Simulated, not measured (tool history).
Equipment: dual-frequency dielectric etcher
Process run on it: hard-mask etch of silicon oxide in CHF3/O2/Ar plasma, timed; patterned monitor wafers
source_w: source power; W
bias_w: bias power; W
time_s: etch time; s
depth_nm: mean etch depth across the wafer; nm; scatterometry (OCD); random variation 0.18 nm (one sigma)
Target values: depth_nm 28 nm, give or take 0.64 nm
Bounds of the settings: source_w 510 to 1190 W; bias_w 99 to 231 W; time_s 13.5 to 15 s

| run | day | source_w | bias_w | time_s | depth_nm |
|---|---|---|---|---|---|
| 1 | 0 | 850 | 165 | 15 | 34.159 |
| 2 | 0.246 | 780 | 157 | 15 | 32.902 |
| 3 | 0.5 | 780 | 169 | 15 | 33.204 |
| 4 | 0.85 | 670 | 169 | 15 | 31.835 |
| 5 | 1.2 | 670 | 196 | 15 | 33.585 |
| 6 | 1.371 | 670 | 196 | 13.5 | 30.103 |
| 7 | 1.654 | 630 | 193 | 13.5 | 29.446 |
| 8 | 1.858 | 610 | 192 | 13.5 | 28.989 |
| 9 | 2.2 | 600 | 191 | 13.5 | 29.035 |

Which one of the following 5 next-run settings gets every result inside its allowed miss? There is exactly one.
| A | 2.542 | 510 | 190 | 14.5 | ? |
| B | 2.542 | 610 | 194 | 14 | ? |
| C | 2.542 | 650 | 193 | 13.5 | ? |
| D | 2.542 | 510 | 202 | 13.5 | ? |
| E | 2.542 | 580 | 189 | 14 | ? |

| move | depth_nm |
|---|---|
| A | 29.617 |
| B | 30.322 |
| C | 29.747 |
| D | 28.145 |
| E | 29.62 |
A: its largest miss is bigger than the last run's
B: its largest miss is bigger than the last run's
C: its largest miss is bigger than the last run's
D: all results land within tolerance of their targets
E: its largest miss is bigger than the last run's
Answer: D

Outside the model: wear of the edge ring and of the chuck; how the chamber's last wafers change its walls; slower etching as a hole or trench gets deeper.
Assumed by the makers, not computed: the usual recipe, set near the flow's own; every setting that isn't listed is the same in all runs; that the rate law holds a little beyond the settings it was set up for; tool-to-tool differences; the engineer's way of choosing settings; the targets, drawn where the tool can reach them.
